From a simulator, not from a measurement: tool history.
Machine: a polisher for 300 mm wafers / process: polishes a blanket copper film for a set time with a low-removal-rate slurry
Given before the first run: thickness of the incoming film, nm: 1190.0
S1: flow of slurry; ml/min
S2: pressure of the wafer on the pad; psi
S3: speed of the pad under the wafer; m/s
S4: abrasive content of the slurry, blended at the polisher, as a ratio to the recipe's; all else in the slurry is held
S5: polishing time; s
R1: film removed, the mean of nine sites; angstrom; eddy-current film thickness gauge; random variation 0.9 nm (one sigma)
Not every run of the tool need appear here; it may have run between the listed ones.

| run | hour | S1 | S2 | S3 | S4 | S5 | R1 |
|---|---|---|---|---|---|---|---|
| 1 | 0.0 | 230 | 2.7 | 0.92 | 1.00 | 78 | 1771.9 |
| 2 | 1.9 | 230 | 2.5 | 0.90 | 1.00 | 78 | 1654.6 |
| 3 | 3.6 | 230 | 2.4 | 0.88 | 1.00 | 78 | 1582.4 |
| 4 | 6.3 | 200 | 2.4 | 0.88 | 1.00 | 78 | 1574.1 |
| 5 | 7.4 | 200 | 2.4 | 0.88 | 0.85 | 78 | 1536.5 |
| 6 | 14.4 | 200 | 2.4 | 1.04 | 0.85 | 78 | 1783.7 |
| 7 | 20.2 | 200 | 2.3 | 1.00 | 0.85 | 78 | 1669.8 |
| 8 | 23.8 | 200 | 2.2 | 0.96 | 0.85 | 78 | 1565.0 |
| 9 | 32.5 | 200 | 2.1 | 0.92 | 0.85 | 78 | 1469.2 |
| 10 | 34.1 | 200 | 2.0 | 0.90 | 0.85 | 78 | 1407.7 |
| 11 | 42.6 | 200 | 1.9 | 0.88 | 0.85 | 78 | 1348.6 |

Run 12 comes next. What will it give?
| 12 | 45.2 | 200 | 1.8 | 0.86 | 0.85 | 78 | ? |

Run 12 gave R1 1302.5 angstrom.
